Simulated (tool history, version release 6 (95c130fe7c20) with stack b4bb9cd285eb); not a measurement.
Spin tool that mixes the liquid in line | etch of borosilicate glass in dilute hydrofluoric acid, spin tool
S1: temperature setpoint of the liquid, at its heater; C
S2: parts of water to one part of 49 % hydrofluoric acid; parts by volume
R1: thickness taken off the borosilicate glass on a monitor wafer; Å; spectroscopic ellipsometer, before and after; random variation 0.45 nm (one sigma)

Run 1, day 0.000: S1 23.0 C, S2 125 parts by volume, time under the liquid (s) 285. Result: R1 446.25 Å.
Run 2, day 0.083: S1 23.0 C, S2 125 parts by volume, time under the liquid (s) 305. Result: R1 472.27 Å.
Run 3, day 0.196: S1 23.0 C, S2 125 parts by volume, time under the liquid (s) 285. Result: R1 438.04 Å.
Run 4, day 0.496: S1 23.0 C, S2 125 parts by volume, time under the liquid (s) 305. Result: R1 475.92 Å.
Run 5, day 0.783: S1 21.0 C, S2 125 parts by volume, time under the liquid (s) 305. Result: R1 438.27 Å.
Run 6, day 0.896: S1 21.0 C, S2 80 parts by volume, time under the liquid (s) 305. Result: R1 721.92 Å.
Run 7, day 1.258: S1 21.5 C, S2 80 parts by volume, time under the liquid (s) 305. Result: R1 729.60 Å.
Run 8, day 1.554: S1 22.0 C, S2 80 parts by volume, time under the liquid (s) 305. Result: R1 756.48 Å.

The next listed run, before its measurement:
Run 9, day 1.821: S1 22.0 C, S2 80 parts by volume, time under the liquid (s) 305. Result: R1 ?.

R1: 751.81 Å
